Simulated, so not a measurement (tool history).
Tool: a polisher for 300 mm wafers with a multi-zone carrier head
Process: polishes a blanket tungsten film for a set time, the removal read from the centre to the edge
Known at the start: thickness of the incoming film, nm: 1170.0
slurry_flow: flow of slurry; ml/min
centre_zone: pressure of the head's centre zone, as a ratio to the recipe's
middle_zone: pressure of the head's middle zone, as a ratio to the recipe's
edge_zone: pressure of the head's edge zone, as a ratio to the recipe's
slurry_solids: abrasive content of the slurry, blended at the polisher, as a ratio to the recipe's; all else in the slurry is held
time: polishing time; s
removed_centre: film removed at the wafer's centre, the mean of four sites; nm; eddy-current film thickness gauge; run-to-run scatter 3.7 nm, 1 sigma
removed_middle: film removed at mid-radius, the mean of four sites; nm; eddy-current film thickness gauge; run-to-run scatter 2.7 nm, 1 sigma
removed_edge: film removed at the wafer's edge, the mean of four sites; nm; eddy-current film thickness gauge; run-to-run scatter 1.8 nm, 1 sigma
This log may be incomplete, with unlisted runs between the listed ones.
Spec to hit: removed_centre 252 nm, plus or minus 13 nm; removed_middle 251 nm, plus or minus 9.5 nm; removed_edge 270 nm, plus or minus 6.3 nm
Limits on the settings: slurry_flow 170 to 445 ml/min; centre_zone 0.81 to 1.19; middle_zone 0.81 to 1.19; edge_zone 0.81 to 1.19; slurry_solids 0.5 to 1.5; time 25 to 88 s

| run | hour | slurry_flow | centre_zone | middle_zone | edge_zone | slurry_solids | time | removed_centre | removed_middle | removed_edge |
|---|---|---|---|---|---|---|---|---|---|---|
| 1 | 0 | 285 | 1 | 1 | 1 | 1 | 56 | 227.17 | 231.75 | 227.96 |
| 2 | 2.8 | 285 | 1 | 1 | 1 | 1 | 50 | 199.45 | 205.69 | 205.86 |
| 3 | 8.6 | 285 | 1 | 1 | 1.06 | 1 | 50 | 199.89 | 205.77 | 206.1 |
| 4 | 14.4 | 255 | 1 | 1 | 1.06 | 1 | 50 | 202.37 | 200.26 | 205.49 |
| 5 | 23.1 | 255 | 0.97 | 1 | 1.06 | 1 | 50 | 197.3 | 204.28 | 208.32 |
| 6 | 23.8 | 255 | 0.97 | 0.99 | 1.06 | 1.05 | 51 | 195.73 | 210.91 | 210.68 |
| 7 | 28.4 | 255 | 0.98 | 0.97 | 1.07 | 1.1 | 52 | 206.45 | 209.16 | 219.96 |
| 8 | 36.7 | 255 | 0.98 | 0.97 | 1.08 | 1.15 | 53 | 212.74 | 213.9 | 227.76 |
| 9 | 38 | 260 | 0.98 | 0.98 | 1.09 | 1.2 | 53 | 213.85 | 221.83 | 229.92 |
| 10 | 43.8 | 260 | 0.98 | 0.98 | 1.1 | 1.25 | 53 | 217.26 | 220.12 | 233.88 |
| 11 | 44.7 | 265 | 0.98 | 0.98 | 1.11 | 1.3 | 53 | 222.1 | 228.21 | 236.04 |
| 12 | 47.3 | 265 | 0.98 | 0.98 | 1.12 | 1.3 | 53 | 213.91 | 221 | 235.63 |
| 13 | 48.7 | 265 | 0.98 | 0.98 | 1.12 | 1.3 | 54 | 225.8 | 234.03 | 241.68 |
| 14 | 55.1 | 305 | 1.01 | 0.97 | 1.19 | 1.5 | 55 | 244.73 | 233.89 | 258 |

Which single option among these 5 for the next run brings every result within its allowed miss of target? Just one does.
| A | 61.5 | 285 | 1.09 | 0.83 | 1.19 | 1.5 | 55 | ? | ? | ? |
| B | 61.5 | 330 | 0.98 | 0.96 | 1.14 | 1.3 | 60 | ? | ? | ? |
| C | 61.5 | 360 | 1.02 | 1.01 | 1.09 | 1.5 | 54 | ? | ? | ? |
| D | 61.5 | 305 | 0.97 | 0.86 | 1.19 | 1.2 | 60 | ? | ? | ? |
| E | 61.5 | 255 | 1.07 | 0.85 | 1.19 | 1.5 | 58 | ? | ? | ? |

| move | removed_centre | removed_middle | removed_edge |
|---|---|---|---|
| A | 258.95 | 210.43 | 260.34 |
| B | 249.84 | 254.6 | 273.19 |
| C | 242.29 | 247.24 | 249.35 |
| D | 241.97 | 227.67 | 272.99 |
| E | 265.69 | 224.5 | 272.79 |
A: lands further from the targets than the last run did
B: hits every target within its allowed miss
C: lands further from the targets than the last run did
D: meets the target for the result that was furthest off, but another lies outside its allowed miss
E: meets the target for the result that was furthest off, but another lies outside its allowed miss
The move that meets every target is B.
